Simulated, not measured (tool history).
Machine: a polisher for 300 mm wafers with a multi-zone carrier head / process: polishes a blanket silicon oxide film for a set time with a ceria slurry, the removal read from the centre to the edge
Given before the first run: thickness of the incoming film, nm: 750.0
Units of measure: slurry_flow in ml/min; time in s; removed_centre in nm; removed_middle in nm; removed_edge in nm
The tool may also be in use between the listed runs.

{"run": 1, "day": 0.0, "slurry_flow": 130, "centre_zone": 1, "middle_zone": 1, "edge_zone": 1, "time": 57, "removed_centre": 262.15, "removed_middle": 259.5, "removed_edge": 260.74}
{"run": 2, "day": 0.138, "slurry_flow": 125, "centre_zone": 0.99, "middle_zone": 0.97, "edge_zone": 0.96, "time": 48, "removed_centre": 216, "removed_middle": 212.38, "removed_edge": 213.16}
{"run": 3, "day": 0.488, "slurry_flow": 125, "centre_zone": 0.99, "middle_zone": 0.94, "edge_zone": 0.96, "time": 48, "removed_centre": 219.86, "removed_middle": 205.68, "removed_edge": 212.65}
{"run": 4, "day": 0.65, "slurry_flow": 115, "centre_zone": 0.96, "middle_zone": 0.91, "edge_zone": 0.92, "time": 43, "removed_centre": 191.01, "removed_middle": 176.22, "removed_edge": 184.37}
{"run": 5, "day": 0.717, "slurry_flow": 115, "centre_zone": 1.03, "middle_zone": 0.91, "edge_zone": 0.92, "time": 43, "removed_centre": 198.51, "removed_middle": 179.5, "removed_edge": 185.84}
{"run": 6, "day": 1.058, "slurry_flow": 115, "centre_zone": 1.03, "middle_zone": 0.91, "edge_zone": 0.92, "time": 53, "removed_centre": 240.97, "removed_middle": 222.47, "removed_edge": 229.98}
{"run": 7, "day": 1.133, "slurry_flow": 110, "centre_zone": 0.99, "middle_zone": 0.9, "edge_zone": 0.9, "time": 47, "removed_centre": 209.11, "removed_middle": 193.59, "removed_edge": 201.69}
{"run": 8, "day": 1.408, "slurry_flow": 105, "centre_zone": 0.97, "middle_zone": 0.9, "edge_zone": 0.89, "time": 42, "removed_centre": 179.99, "removed_middle": 167.36, "removed_edge": 176.55}

What will run 9 give?
{"run": 9, "day": 1.562, "slurry_flow": 100, "centre_zone": 0.92, "middle_zone": 0.89, "edge_zone": 0.81, "time": 33, "removed_centre": "?", "removed_middle": "?", "removed_edge": "?"}

{"run 9": {"removed_centre": 136.72, "removed_middle": 130.78, "removed_edge": 134.32}}
